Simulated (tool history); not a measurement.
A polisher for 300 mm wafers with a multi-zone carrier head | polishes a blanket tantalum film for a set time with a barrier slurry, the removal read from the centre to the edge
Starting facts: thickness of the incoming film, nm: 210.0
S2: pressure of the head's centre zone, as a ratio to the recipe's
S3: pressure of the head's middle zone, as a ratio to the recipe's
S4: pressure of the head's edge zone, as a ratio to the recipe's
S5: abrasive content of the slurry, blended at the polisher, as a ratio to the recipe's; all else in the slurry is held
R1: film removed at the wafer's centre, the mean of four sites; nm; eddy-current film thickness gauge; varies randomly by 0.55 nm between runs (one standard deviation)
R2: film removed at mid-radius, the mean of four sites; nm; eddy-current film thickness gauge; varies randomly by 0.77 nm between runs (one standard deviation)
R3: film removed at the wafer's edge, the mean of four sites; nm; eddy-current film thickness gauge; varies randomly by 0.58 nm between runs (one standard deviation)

Run 1, day 0.000: flow of slurry (ml/min) 215, S2 1.00, S3 1.00, S4 1.00, S5 1.00, polishing time (s) 45. Result: R1 69.798 nm, R2 72.196 nm, R3 72.046 nm.
Run 2, day 0.158: flow of slurry (ml/min) 215, S2 1.00, S3 1.00, S4 0.94, S5 1.00, polishing time (s) 45. Result: R1 70.958 nm, R2 72.087 nm, R3 69.735 nm.
Run 3, day 0.229: flow of slurry (ml/min) 205, S2 0.97, S3 0.98, S4 0.94, S5 1.00, polishing time (s) 45. Result: R1 67.303 nm, R2 70.042 nm, R3 70.885 nm.
Run 4, day 0.483: flow of slurry (ml/min) 200, S2 0.95, S3 0.98, S4 0.93, S5 0.95, polishing time (s) 45. Result: R1 65.243 nm, R2 69.261 nm, R3 67.726 nm.
Run 5, day 0.746: flow of slurry (ml/min) 200, S2 0.95, S3 1.02, S4 0.93, S5 0.95, polishing time (s) 45. Result: R1 65.159 nm, R2 71.701 nm, R3 68.531 nm.
Run 6, day 1.021: flow of slurry (ml/min) 190, S2 0.94, S3 1.00, S4 0.93, S5 0.95, polishing time (s) 45. Result: R1 62.721 nm, R2 69.963 nm, R3 69.139 nm.
Run 7, day 1.388: flow of slurry (ml/min) 180, S2 0.94, S3 0.99, S4 0.92, S5 0.95, polishing time (s) 45. Result: R1 63.002 nm, R2 69.889 nm, R3 68.108 nm.

Predict the results of run 8:
Run 8, day 1.671: flow of slurry (ml/min) 175, S2 0.93, S3 0.97, S4 0.92, S5 0.95, polishing time (s) 45. Result: R1 ?, R2 ?, R3 ?.

Logged for run 8: R1 62.244 nm, R2 70.830 nm, R3 66.957 nm.

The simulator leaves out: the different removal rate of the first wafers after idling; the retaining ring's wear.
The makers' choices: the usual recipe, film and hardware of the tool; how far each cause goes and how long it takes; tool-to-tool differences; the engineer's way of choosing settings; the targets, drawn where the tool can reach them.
